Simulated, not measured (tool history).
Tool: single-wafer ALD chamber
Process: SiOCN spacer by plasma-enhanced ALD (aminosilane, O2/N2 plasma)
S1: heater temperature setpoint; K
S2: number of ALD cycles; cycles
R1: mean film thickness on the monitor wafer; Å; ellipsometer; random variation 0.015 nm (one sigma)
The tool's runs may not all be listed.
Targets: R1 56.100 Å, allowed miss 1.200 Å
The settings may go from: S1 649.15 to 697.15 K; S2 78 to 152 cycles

| run | hour | S1 | S2 | R1 |
|---|---|---|---|---|
| 1 | 0.0 | 673.15 | 115 | 69.241 |
| 2 | 8.3 | 673.15 | 103 | 61.818 |
| 3 | 12.8 | 673.15 | 89 | 53.458 |
| 4 | 17.8 | 673.15 | 91 | 54.886 |
| 5 | 23.8 | 673.15 | 107 | 64.306 |
| 6 | 27.1 | 673.15 | 103 | 62.039 |
|  | 34.5 | thermocouple changed; heater temperature recalibrated |
| 7 | 34.5 | 673.15 | 103 | 62.574 |
| 8 | 42.5 | 673.15 | 99 | 60.268 |

Which of these 4 next moves meets every target?
| A | 50.5 | 675.15 | 92 | ? |
| B | 50.5 | 665.15 | 97 | ? |
| C | 50.5 | 675.15 | 97 | ? |
| D | 50.5 | 669.15 | 97 | ? |

| move | R1 |
|---|---|
| A | 55.599 |
| B | 58.932 |
| C | 58.621 |
| D | 58.932 |
A: meets every target
B: nearer than the last run, and not there yet
C: nearer than the last run, and not there yet
D: nearer than the last run, and not there yet
The right move is A.
